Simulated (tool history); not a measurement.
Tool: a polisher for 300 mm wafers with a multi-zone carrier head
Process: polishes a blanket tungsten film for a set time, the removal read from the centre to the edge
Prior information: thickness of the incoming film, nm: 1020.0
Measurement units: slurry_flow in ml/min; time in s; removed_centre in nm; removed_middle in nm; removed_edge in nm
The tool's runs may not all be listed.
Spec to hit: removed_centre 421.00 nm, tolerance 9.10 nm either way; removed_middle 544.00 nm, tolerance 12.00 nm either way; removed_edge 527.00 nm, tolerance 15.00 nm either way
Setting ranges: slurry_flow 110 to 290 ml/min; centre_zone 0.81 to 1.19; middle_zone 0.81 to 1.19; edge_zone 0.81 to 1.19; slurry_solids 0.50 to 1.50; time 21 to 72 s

run 1 hour=0.0 | slurry_flow=185 centre_zone=1.00 middle_zone=1.00 edge_zone=1.00 slurry_solids=1.00 time=46 | removed_centre=397.75 removed_middle=414.50 removed_edge=417.02
run 2 hour=1.7 | slurry_flow=155 centre_zone=1.00 middle_zone=1.00 edge_zone=1.00 slurry_solids=1.00 time=46 | removed_centre=391.55 removed_middle=398.21 removed_edge=406.24
run 3 hour=6.0 | slurry_flow=155 centre_zone=1.00 middle_zone=1.03 edge_zone=1.00 slurry_solids=1.00 time=46 | removed_centre=386.09 removed_middle=410.20 removed_edge=403.82
run 4 hour=10.6 | slurry_flow=175 centre_zone=0.99 middle_zone=1.04 edge_zone=1.04 slurry_solids=1.05 time=46 | removed_centre=401.05 removed_middle=424.28 removed_edge=426.16
run 5 hour=16.5 | slurry_flow=175 centre_zone=0.99 middle_zone=0.96 edge_zone=1.04 slurry_solids=1.05 time=46 | removed_centre=397.96 removed_middle=400.94 removed_edge=427.24
run 6 hour=19.9 | slurry_flow=175 centre_zone=0.99 middle_zone=0.92 edge_zone=1.04 slurry_solids=1.05 time=46 | removed_centre=398.97 removed_middle=384.67 removed_edge=429.17
run 7 hour=21.2 | slurry_flow=225 centre_zone=0.89 middle_zone=1.02 edge_zone=1.14 slurry_solids=1.30 time=47 | removed_centre=416.12 removed_middle=478.13 removed_edge=498.93
run 8 hour=24.4 | slurry_flow=235 centre_zone=0.88 middle_zone=1.04 edge_zone=1.15 slurry_solids=1.30 time=47 | removed_centre=416.85 removed_middle=485.28 removed_edge=506.61
run 9 hour=32.4 | slurry_flow=245 centre_zone=0.87 middle_zone=1.06 edge_zone=1.15 slurry_solids=1.30 time=47 | removed_centre=417.28 removed_middle=494.45 removed_edge=509.93
run 10 hour=37.4 | slurry_flow=250 centre_zone=0.86 middle_zone=1.08 edge_zone=1.15 slurry_solids=1.30 time=47 | removed_centre=409.58 removed_middle=510.75 removed_edge=507.63
run 11 hour=45.3 | slurry_flow=255 centre_zone=0.86 middle_zone=1.09 edge_zone=1.16 slurry_solids=1.30 time=47 | removed_centre=414.80 removed_middle=514.79 removed_edge=505.08
run 12 hour=51.6 | slurry_flow=260 centre_zone=0.85 middle_zone=1.09 edge_zone=1.17 slurry_solids=1.30 time=47 | removed_centre=409.88 removed_middle=514.88 removed_edge=512.30
run 13 hour=57.6 | slurry_flow=265 centre_zone=0.85 middle_zone=1.10 edge_zone=1.17 slurry_solids=1.30 time=47 | removed_centre=416.60 removed_middle=521.79 removed_edge=517.21
run 14 hour=64.4 | slurry_flow=270 centre_zone=0.85 middle_zone=1.11 edge_zone=1.17 slurry_solids=1.30 time=47 | removed_centre=411.90 removed_middle=527.80 removed_edge=508.38
run 15 hour=67.7 | slurry_flow=270 centre_zone=0.85 middle_zone=1.11 edge_zone=1.18 slurry_solids=1.35 time=47 | removed_centre=416.08 removed_middle=528.13 removed_edge=520.06

Exercise: of the 5 proposed moves below, exactly one satisfies all targets within the stated allowed misses. Which move is it?
run A hour=71.0 | slurry_flow=270 centre_zone=0.81 middle_zone=1.06 edge_zone=1.17 slurry_solids=1.35 time=47 | removed_centre=? removed_middle=? removed_edge=?
run B hour=71.0 | slurry_flow=285 centre_zone=0.83 middle_zone=1.10 edge_zone=1.14 slurry_solids=1.05 time=52 | removed_centre=? removed_middle=? removed_edge=?
run C hour=71.0 | slurry_flow=255 centre_zone=0.84 middle_zone=1.10 edge_zone=1.19 slurry_solids=1.30 time=52 | removed_centre=? removed_middle=? removed_edge=?
run D hour=71.0 | slurry_flow=285 centre_zone=0.83 middle_zone=1.05 edge_zone=1.14 slurry_solids=1.20 time=50 | removed_centre=? removed_middle=? removed_edge=?
run E hour=71.0 | slurry_flow=255 centre_zone=0.82 middle_zone=1.09 edge_zone=1.19 slurry_solids=1.20 time=49 | removed_centre=? removed_middle=? removed_edge=?

move=A removed_centre=398.19 removed_middle=508.90 removed_edge=525.92
move=B removed_centre=420.08 removed_middle=543.21 removed_edge=535.62
move=C removed_centre=445.15 removed_middle=571.00 removed_edge=577.50
move=D removed_centre=419.91 removed_middle=522.03 removed_edge=535.94
move=E removed_centre=402.19 removed_middle=521.65 removed_edge=531.76
A: misses by more than the last run did
B: all results land within tolerance of their targets
C: the result that was furthest off in the last run now lies on the other side of its target
D: misses by more than the last run did
E: misses by more than the last run did
B meets every target.
